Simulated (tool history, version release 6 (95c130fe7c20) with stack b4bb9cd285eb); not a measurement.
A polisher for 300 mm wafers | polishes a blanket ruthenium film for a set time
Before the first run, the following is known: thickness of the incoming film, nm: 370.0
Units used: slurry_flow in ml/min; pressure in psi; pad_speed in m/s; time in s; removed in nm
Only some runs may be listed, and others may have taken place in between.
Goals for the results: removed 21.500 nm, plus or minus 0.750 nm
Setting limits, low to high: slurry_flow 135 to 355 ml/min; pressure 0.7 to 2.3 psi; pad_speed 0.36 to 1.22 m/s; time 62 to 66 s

Run 1, hour 0.0: slurry_flow 225 ml/min, pressure 1.5 psi, pad_speed 0.78 m/s, time 62 s. Result: removed 40.502 nm.
Run 2, hour 3.6: slurry_flow 225 ml/min, pressure 1.2 psi, pad_speed 0.76 m/s, time 62 s. Result: removed 32.162 nm.
Run 3, hour 4.6: slurry_flow 225 ml/min, pressure 1.0 psi, pad_speed 0.74 m/s, time 62 s. Result: removed 25.682 nm.
Run 4, hour 5.6: slurry_flow 225 ml/min, pressure 1.3 psi, pad_speed 0.74 m/s, time 62 s. Result: removed 33.874 nm.
Run 5, hour 11.3: slurry_flow 225 ml/min, pressure 1.3 psi, pad_speed 0.74 m/s, time 62 s. Result: removed 33.582 nm.
Run 6, hour 13.8: slurry_flow 280 ml/min, pressure 1.3 psi, pad_speed 0.74 m/s, time 62 s. Result: removed 34.427 nm.
Run 7, hour 17.7: slurry_flow 275 ml/min, pressure 1.1 psi, pad_speed 0.74 m/s, time 62 s. Result: removed 28.848 nm.
Run 8, hour 23.6: slurry_flow 275 ml/min, pressure 1.0 psi, pad_speed 0.74 m/s, time 62 s. Result: removed 26.805 nm.
Run 9, hour 30.5: slurry_flow 275 ml/min, pressure 0.9 psi, pad_speed 0.74 m/s, time 62 s. Result: removed 23.550 nm.

Which single option among these 4 for the next run brings every result within its allowed miss of target? Just one does.
Run A, hour 37.4: slurry_flow 285 ml/min, pressure 0.9 psi, pad_speed 0.64 m/s, time 62 s. Result: removed ?.
Run B, hour 37.4: slurry_flow 275 ml/min, pressure 0.7 psi, pad_speed 0.78 m/s, time 62 s. Result: removed ?.
Run C, hour 37.4: slurry_flow 220 ml/min, pressure 0.8 psi, pad_speed 0.66 m/s, time 64 s. Result: removed ?.
Run D, hour 37.4: slurry_flow 320 ml/min, pressure 0.9 psi, pad_speed 0.72 m/s, time 62 s. Result: removed ?.

move  removed
   A   21.755
   B   19.694
   C   20.122
   D   23.821
A: meets every target
B: moves the result that the last run missed by most past its target, out the other side
C: moves the result that the last run missed by most past its target, out the other side
D: its largest miss is bigger than the last run's
So the answer is move A, the one that meets all the targets.
